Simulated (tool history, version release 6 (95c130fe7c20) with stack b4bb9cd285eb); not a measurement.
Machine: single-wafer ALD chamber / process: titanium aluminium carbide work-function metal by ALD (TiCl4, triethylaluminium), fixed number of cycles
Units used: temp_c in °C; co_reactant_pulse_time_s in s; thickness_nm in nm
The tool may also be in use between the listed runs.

run,hour,temp_c,co_reactant_pulse_time_s,thickness_nm
1,0,300,11.61,2.1208
2,0.5,300,9.69,2.0613
3,1.8,300,11.39,2.1112
4,2.7,300,12.71,2.1479
5,9.9,300,14.71,2.147
6,17.3,310,14.71,2.2342
7,19.1,300,11.46,2.1103
8,24.7,293,9.21,1.9822

Run 9 is up next; what results do you expect?
9,32.6,281,5.5,?

thickness_nm: 1.2442 nm

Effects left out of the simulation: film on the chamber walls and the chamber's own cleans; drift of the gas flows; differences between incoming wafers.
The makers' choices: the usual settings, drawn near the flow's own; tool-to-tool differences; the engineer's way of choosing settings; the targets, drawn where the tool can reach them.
